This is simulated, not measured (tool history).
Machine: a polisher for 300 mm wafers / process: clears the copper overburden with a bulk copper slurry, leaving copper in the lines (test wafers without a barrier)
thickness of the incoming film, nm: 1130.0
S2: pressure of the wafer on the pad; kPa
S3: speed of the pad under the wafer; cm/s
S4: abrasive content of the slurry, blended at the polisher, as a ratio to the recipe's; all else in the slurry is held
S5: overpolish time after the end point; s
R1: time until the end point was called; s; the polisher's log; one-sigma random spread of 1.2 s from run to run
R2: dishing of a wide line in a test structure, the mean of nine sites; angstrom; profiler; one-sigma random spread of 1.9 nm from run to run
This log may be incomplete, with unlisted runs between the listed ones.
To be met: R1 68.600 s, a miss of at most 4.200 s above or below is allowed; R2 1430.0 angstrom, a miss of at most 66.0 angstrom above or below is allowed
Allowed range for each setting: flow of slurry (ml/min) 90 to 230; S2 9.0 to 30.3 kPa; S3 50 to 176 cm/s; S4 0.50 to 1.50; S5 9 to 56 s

run 1 hour=0.0 | flow_of_slurry_(ml/min)=150 S2=19.3 S3=112 S4=1.00 S5=29 | R1=107.560 R2=1220.5
run 2 hour=0.8 | flow_of_slurry_(ml/min)=180 S2=19.3 S3=112 S4=1.00 S5=29 | R1=103.920 R2=1260.4
run 3 hour=3.7 | flow_of_slurry_(ml/min)=180 S2=19.3 S3=138 S4=1.00 S5=29 | R1=85.992 R2=1394.9
run 4 hour=9.1 | flow_of_slurry_(ml/min)=180 S2=20.0 S3=140 S4=1.00 S5=27 | R1=83.773 R2=1375.4
run 5 hour=9.8 | flow_of_slurry_(ml/min)=180 S2=20.0 S3=160 S4=1.00 S5=27 | R1=73.198 R2=1414.3
run 6 hour=11.9 | flow_of_slurry_(ml/min)=180 S2=20.0 S3=140 S4=1.00 S5=27 | R1=83.817 R2=1373.1
run 7 hour=14.6 | flow_of_slurry_(ml/min)=180 S2=20.7 S3=142 S4=1.00 S5=25 | R1=79.797 R2=1350.7
run 8 hour=15.8 | flow_of_slurry_(ml/min)=180 S2=21.4 S3=142 S4=1.00 S5=24 | R1=78.190 R2=1397.0
run 9 hour=21.8 | flow_of_slurry_(ml/min)=180 S2=22.1 S3=144 S4=1.00 S5=23 | R1=75.287 R2=1411.6
run 10 hour=25.7 | flow_of_slurry_(ml/min)=180 S2=22.1 S3=146 S4=1.00 S5=22 | R1=72.303 R2=1395.7

Which single option among these 4 for the next run brings every result within its allowed miss of target? Just one does.
run A hour=29.6 | flow_of_slurry_(ml/min)=190 S2=23.4 S3=142 S4=1.05 S5=30 | R1=? R2=?
run B hour=29.6 | flow_of_slurry_(ml/min)=165 S2=21.4 S3=150 S4=0.65 S5=27 | R1=? R2=?
run C hour=29.6 | flow_of_slurry_(ml/min)=150 S2=22.8 S3=154 S4=1.05 S5=23 | R1=? R2=?
run D hour=29.6 | flow_of_slurry_(ml/min)=170 S2=21.4 S3=138 S4=1.05 S5=29 | R1=? R2=?

move=A R1=69.571 R2=1575.1
move=B R1=80.942 R2=1407.4
move=C R1=68.685 R2=1433.1
move=D R1=79.608 R2=1453.1
A: meets the target for the result that was furthest off, but another lies outside its allowed miss
B: its largest miss is bigger than the last run's
C: every result within its allowed miss
D: its largest miss is bigger than the last run's
Answer: C

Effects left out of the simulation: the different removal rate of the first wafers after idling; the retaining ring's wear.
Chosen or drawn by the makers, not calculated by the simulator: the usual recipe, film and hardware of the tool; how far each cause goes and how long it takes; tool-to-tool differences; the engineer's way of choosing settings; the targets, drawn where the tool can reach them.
